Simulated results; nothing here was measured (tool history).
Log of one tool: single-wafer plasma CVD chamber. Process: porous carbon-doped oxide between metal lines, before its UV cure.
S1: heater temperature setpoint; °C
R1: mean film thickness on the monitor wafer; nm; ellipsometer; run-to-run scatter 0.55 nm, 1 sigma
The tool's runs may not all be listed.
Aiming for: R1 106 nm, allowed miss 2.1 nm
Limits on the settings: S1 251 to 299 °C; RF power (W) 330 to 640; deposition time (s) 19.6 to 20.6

Run 1, hour 0: S1 275 °C, RF power (W) 485, deposition time (s) 20.6. Result: R1 119.16 nm.
Run 2, hour 5.6: S1 275 °C, RF power (W) 525, deposition time (s) 20.6. Result: R1 121.66 nm.
Run 3, hour 13.6: S1 278 °C, RF power (W) 520, deposition time (s) 20.6. Result: R1 120.27 nm.
Run 4, hour 17.6: S1 280 °C, RF power (W) 515, deposition time (s) 20.6. Result: R1 118.21 nm.
Run 5, hour 20.8: S1 280 °C, RF power (W) 515, deposition time (s) 20.6. Result: R1 118.42 nm.
Run 6, hour 23.7: S1 280 °C, RF power (W) 450, deposition time (s) 20.6. Result: R1 111.67 nm.
Run 7, hour 30.2: S1 281 °C, RF power (W) 450, deposition time (s) 20.6. Result: R1 109.84 nm.
Run 8, hour 38.7: S1 282 °C, RF power (W) 450, deposition time (s) 20.6. Result: R1 109.92 nm.
At hour 43.8: RF generator calibrated.
Run 9, hour 43.8: S1 283 °C, RF power (W) 450, deposition time (s) 20.6. Result: R1 113.25 nm.
Run 10, hour 44.6: S1 283 °C, RF power (W) 440, deposition time (s) 20.5. Result: R1 110.63 nm.
Run 11, hour 48.9: S1 284 °C, RF power (W) 435, deposition time (s) 20.5. Result: R1 110.39 nm.
Run 12, hour 54.2: S1 284 °C, RF power (W) 430, deposition time (s) 20.5. Result: R1 109.14 nm.

5 next moves are on the table. One of them brings every result within its allowed miss. Which?
Run A, hour 59.5: S1 284 °C, RF power (W) 400, deposition time (s) 19.8. Result: R1 ?.
Run B, hour 59.5: S1 289 °C, RF power (W) 435, deposition time (s) 20.3. Result: R1 ?.
Run C, hour 59.5: S1 284 °C, RF power (W) 405, deposition time (s) 19.6. Result: R1 ?.
Run D, hour 59.5: S1 294 °C, RF power (W) 465, deposition time (s) 19.6. Result: R1 ?.
Run E, hour 59.5: S1 280 °C, RF power (W) 440, deposition time (s) 19.9. Result: R1 ?.

move      R1
   A  101.71
   B  105.94
   C  101.37
   D  102.98
   E  109.87
A: carries the result that was furthest off beyond its target, to the other side
B: each result inside its tolerance
C: carries the result that was furthest off beyond its target, to the other side
D: carries the result that was furthest off beyond its target, to the other side
E: its largest miss is bigger than the last run's
The move that meets every target is B.
